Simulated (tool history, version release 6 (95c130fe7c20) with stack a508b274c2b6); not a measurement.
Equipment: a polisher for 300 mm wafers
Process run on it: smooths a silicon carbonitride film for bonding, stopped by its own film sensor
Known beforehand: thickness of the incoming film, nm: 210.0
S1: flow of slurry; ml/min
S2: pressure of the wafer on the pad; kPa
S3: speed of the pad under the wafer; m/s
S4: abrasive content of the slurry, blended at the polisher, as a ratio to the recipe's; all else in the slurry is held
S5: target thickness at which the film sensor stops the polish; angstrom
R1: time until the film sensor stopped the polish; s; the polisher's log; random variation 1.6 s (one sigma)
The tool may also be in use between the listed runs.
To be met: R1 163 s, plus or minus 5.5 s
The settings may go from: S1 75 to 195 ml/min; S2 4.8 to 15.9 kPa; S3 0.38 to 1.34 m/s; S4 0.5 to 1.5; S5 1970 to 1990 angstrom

{"run": 1, "hour": 0.0, "S1": 125, "S2": 10.3, "S3": 0.86, "S4": 1, "S5": 1970, "R1": 73.134}
{"run": 2, "hour": 3.6, "S1": 125, "S2": 9, "S3": 0.86, "S4": 1, "S5": 1970, "R1": 84.711}
{"run": 3, "hour": 6.4, "S1": 125, "S2": 9, "S3": 0.7, "S4": 1, "S5": 1970, "R1": 99.787}
{"run": 4, "hour": 9.2, "S1": 125, "S2": 9, "S3": 0.5, "S4": 1, "S5": 1970, "R1": 130.4}
{"run": 5, "hour": 14.3, "S1": 120, "S2": 8.3, "S3": 0.5, "S4": 1, "S5": 1970, "R1": 141.26}
{"run": 6, "hour": 20.4, "S1": 120, "S2": 9.7, "S3": 0.5, "S4": 1, "S5": 1970, "R1": 124.2}
{"run": 7, "hour": 29.1, "S1": 115, "S2": 9, "S3": 0.5, "S4": 1, "S5": 1970, "R1": 131.5}
{"run": 8, "hour": 32.5, "S1": 115, "S2": 8.3, "S3": 0.5, "S4": 1, "S5": 1970, "R1": 146.7}
{"run": 9, "hour": 38.9, "S1": 115, "S2": 8.3, "S3": 0.5, "S4": 1, "S5": 1970, "R1": 144.21}
{"run": 10, "hour": 46.4, "S1": 110, "S2": 8.3, "S3": 0.5, "S4": 1, "S5": 1970, "R1": 145.71}
{"run": 11, "hour": 53.5, "S1": 105, "S2": 8.3, "S3": 0.5, "S4": 1, "S5": 1970, "R1": 146.56}
{"run": 12, "hour": 60.7, "S1": 100, "S2": 8.3, "S3": 0.5, "S4": 1, "S5": 1970, "R1": 144.08}
{"run": 13, "hour": 63.8, "S1": 100, "S2": 8.3, "S3": 0.5, "S4": 1, "S5": 1970, "R1": 145.5}

5 next moves are on the table. One of them brings every result within its allowed miss. Which?
{"run": "A", "hour": 66.9, "S1": 105, "S2": 8.3, "S3": 0.4, "S4": 0.95, "S5": 1970, "R1": "?"}
{"run": "B", "hour": 66.9, "S1": 95, "S2": 7.6, "S3": 0.54, "S4": 1, "S5": 1980, "R1": "?"}
{"run": "C", "hour": 66.9, "S1": 90, "S2": 8.3, "S3": 0.66, "S4": 0.9, "S5": 1970, "R1": "?"}
{"run": "D", "hour": 66.9, "S1": 115, "S2": 9, "S3": 0.46, "S4": 0.9, "S5": 1990, "R1": "?"}
{"run": "E", "hour": 66.9, "S1": 125, "S2": 5.5, "S3": 0.52, "S4": 1.05, "S5": 1990, "R1": "?"}

move=A R1=181.52
move=B R1=141.37
move=C R1=131.29
move=D R1=129.94
move=E R1=165.22
A: takes the biggest miss from the last run beyond its target
B: its largest miss is bigger than the last run's
C: its largest miss is bigger than the last run's
D: its largest miss is bigger than the last run's
E: hits every target within its allowed miss
Answer: E

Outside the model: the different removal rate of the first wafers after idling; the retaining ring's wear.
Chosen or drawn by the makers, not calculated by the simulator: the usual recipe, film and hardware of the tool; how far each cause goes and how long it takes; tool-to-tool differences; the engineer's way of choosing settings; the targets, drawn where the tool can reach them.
